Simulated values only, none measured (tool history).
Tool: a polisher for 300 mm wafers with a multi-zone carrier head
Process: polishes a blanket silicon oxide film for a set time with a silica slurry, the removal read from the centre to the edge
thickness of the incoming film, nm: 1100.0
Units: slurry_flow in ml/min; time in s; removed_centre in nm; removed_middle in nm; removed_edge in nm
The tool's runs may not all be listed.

{"run": 1, "day": 0.0, "slurry_flow": 140, "centre_zone": 1.0, "middle_zone": 1.0, "edge_zone": 1.0, "slurry_solids": 1.0, "time": 90, "removed_centre": 352.49, "removed_middle": 357.88, "removed_edge": 346.65}
{"run": 2, "day": 0.288, "slurry_flow": 135, "centre_zone": 0.97, "middle_zone": 0.99, "edge_zone": 1.0, "slurry_solids": 0.95, "time": 89, "removed_centre": 324.92, "removed_middle": 334.27, "removed_edge": 335.96}
{"run": 3, "day": 0.579, "slurry_flow": 130, "centre_zone": 0.95, "middle_zone": 0.99, "edge_zone": 0.98, "slurry_solids": 0.9, "time": 89, "removed_centre": 311.54, "removed_middle": 326.3, "removed_edge": 319.1}
{"run": 4, "day": 0.792, "slurry_flow": 130, "centre_zone": 0.95, "middle_zone": 0.95, "edge_zone": 0.98, "slurry_solids": 0.9, "time": 89, "removed_centre": 305.98, "removed_middle": 313.3, "removed_edge": 319.41}
{"run": 5, "day": 1.029, "slurry_flow": 130, "centre_zone": 0.98, "middle_zone": 0.95, "edge_zone": 0.98, "slurry_solids": 0.9, "time": 89, "removed_centre": 315.86, "removed_middle": 319.13, "removed_edge": 322.64}
{"run": 6, "day": 1.154, "slurry_flow": 125, "centre_zone": 0.96, "middle_zone": 0.95, "edge_zone": 0.98, "slurry_solids": 0.85, "time": 89, "removed_centre": 303.11, "removed_middle": 307.4, "removed_edge": 308.06}
{"run": 7, "day": 1.446, "slurry_flow": 120, "centre_zone": 0.94, "middle_zone": 0.96, "edge_zone": 1.0, "slurry_solids": 0.8, "time": 88, "removed_centre": 282.88, "removed_middle": 295.14, "removed_edge": 297.04}
{"run": 8, "day": 1.721, "slurry_flow": 115, "centre_zone": 0.92, "middle_zone": 0.96, "edge_zone": 1.01, "slurry_solids": 0.75, "time": 88, "removed_centre": 262.96, "removed_middle": 274.02, "removed_edge": 286.93}
{"run": 9, "day": 1.975, "slurry_flow": 110, "centre_zone": 0.9, "middle_zone": 0.97, "edge_zone": 1.01, "slurry_solids": 0.75, "time": 88, "removed_centre": 253.6, "removed_middle": 281.61, "removed_edge": 286.6}
{"run": 10, "day": 2.208, "slurry_flow": 105, "centre_zone": 0.89, "middle_zone": 0.96, "edge_zone": 1.0, "slurry_solids": 0.75, "time": 88, "removed_centre": 248.73, "removed_middle": 273.72, "removed_edge": 284.24}
{"run": 11, "day": 2.367, "slurry_flow": 85, "centre_zone": 0.81, "middle_zone": 0.96, "edge_zone": 0.95, "slurry_solids": 0.5, "time": 87, "removed_centre": 167.68, "removed_middle": 202.57, "removed_edge": 206.62}
{"run": 12, "day": 2.517, "slurry_flow": 95, "centre_zone": 0.81, "middle_zone": 0.96, "edge_zone": 0.97, "slurry_solids": 0.5, "time": 87, "removed_centre": 171.72, "removed_middle": 206.34, "removed_edge": 211.29}
{"run": 13, "day": 2.783, "slurry_flow": 105, "centre_zone": 0.81, "middle_zone": 0.96, "edge_zone": 0.99, "slurry_solids": 0.5, "time": 87, "removed_centre": 173.01, "removed_middle": 210.96, "removed_edge": 216.22}
{"run": 14, "day": 2.833, "slurry_flow": 110, "centre_zone": 0.82, "middle_zone": 0.96, "edge_zone": 1.01, "slurry_solids": 0.5, "time": 87, "removed_centre": 178.13, "removed_middle": 209.98, "removed_edge": 219.51}
{"run": 15, "day": 3.146, "slurry_flow": 110, "centre_zone": 0.83, "middle_zone": 0.97, "edge_zone": 1.03, "slurry_solids": 0.5, "time": 87, "removed_centre": 179.82, "removed_middle": 217.77, "removed_edge": 224.34}
{"run": 16, "day": 3.462, "slurry_flow": 115, "centre_zone": 0.84, "middle_zone": 0.97, "edge_zone": 1.04, "slurry_solids": 0.5, "time": 87, "removed_centre": 182.0, "removed_middle": 219.1, "removed_edge": 222.64}

Forecast run 17:
{"run": 17, "day": 3.712, "slurry_flow": 115, "centre_zone": 0.84, "middle_zone": 0.97, "edge_zone": 1.04, "slurry_solids": 0.5, "time": 87, "removed_centre": "?", "removed_middle": "?", "removed_edge": "?"}

{"run 17": {"removed_centre": 183.53, "removed_middle": 215.87, "removed_edge": 222.06}}
